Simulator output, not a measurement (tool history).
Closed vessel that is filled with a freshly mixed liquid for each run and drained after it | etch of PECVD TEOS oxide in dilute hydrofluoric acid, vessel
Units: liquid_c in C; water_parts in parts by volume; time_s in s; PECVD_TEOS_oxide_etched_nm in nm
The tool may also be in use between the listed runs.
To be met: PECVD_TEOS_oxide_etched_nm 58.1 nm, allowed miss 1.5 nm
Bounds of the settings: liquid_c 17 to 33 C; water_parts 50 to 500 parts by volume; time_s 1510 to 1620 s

run  hour  liquid_c  water_parts  time_s  PECVD_TEOS_oxide_etched_nm
  1     0        25          275    1510                      99.707
  2   7.2        25          210    1510                      137.75
  3  13.9      28.5          210    1510                      159.48
  4  16.6      28.5          210    1620                      168.94
  5  22.4        31          210    1620                      184.82
  6  27.4        31          115    1620                      379.68
  7  31.9        27          225    1615                      143.89
  8  38.7      24.5          245    1615                      119.07
  9  47.2      22.5          265    1615                      101.65
 10  55.7        21          285    1615                      87.552
 11    61        20          300    1615                       78.62
 12  69.9      19.5          310    1615                      74.769
 13  73.8        19          320    1615                      70.478
 14  79.7      18.5          325    1615                      67.447
 15    87        18          330    1615                      65.744
 16  92.9        18          335    1615                      64.289
 17  94.6        18          340    1615                      62.389
 18  97.8      17.5          345    1615                      60.126

Which of these 5 next moves meets every target?
  A   101      22.5          415    1575                           ?
  B   101        18          365    1620                           ?
  C   101        21          385    1510                           ?
  D   101        17          310    1510                           ?
  E   101        17          355    1540                           ?

move  PECVD_TEOS_oxide_etched_nm
   A                      55.233
   B                      57.603
   C                      55.664
   D                      63.736
   E                       54.72
A: takes the result that was furthest off past its target
B: meets every target
C: takes the result that was furthest off past its target
D: further off than the last run
E: takes the result that was furthest off past its target
Move B is the one to make.

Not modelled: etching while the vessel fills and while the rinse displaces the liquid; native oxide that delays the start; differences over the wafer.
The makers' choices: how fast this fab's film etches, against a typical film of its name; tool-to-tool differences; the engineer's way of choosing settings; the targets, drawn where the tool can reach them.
